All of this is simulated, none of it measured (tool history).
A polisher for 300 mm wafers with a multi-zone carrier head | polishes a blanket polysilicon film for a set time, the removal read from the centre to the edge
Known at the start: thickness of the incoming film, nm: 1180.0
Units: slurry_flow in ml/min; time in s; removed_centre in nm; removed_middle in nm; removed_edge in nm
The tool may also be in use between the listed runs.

run,hour,slurry_flow,centre_zone,middle_zone,edge_zone,time,removed_centre,removed_middle,removed_edge
1,0.0,225,1.00,1.00,1.00,44,334.63,370.60,375.52
2,8.7,225,1.00,1.08,1.00,44,331.94,410.69,376.41
3,13.9,220,1.05,1.02,0.95,42,337.85,363.24,346.43
4,20.2,220,1.05,1.02,0.91,42,329.38,358.43,341.20
5,27.3,220,1.05,1.02,0.83,42,334.12,359.85,331.86
6,30.9,220,0.99,1.02,0.83,42,307.62,366.01,328.91
7,39.4,210,1.05,0.98,0.82,41,318.59,342.75,314.68
8,41.8,225,1.09,0.93,0.85,40,325.60,324.05,317.25

The next listed run, before its measurement:
# hour 45.1: centre zone pressure recalibrated
9,45.1,210,1.12,0.89,0.84,40,?,?,?

Run 9 gave removed_centre 375.54 nm, removed_middle 302.16 nm, removed_edge 316.23 nm.
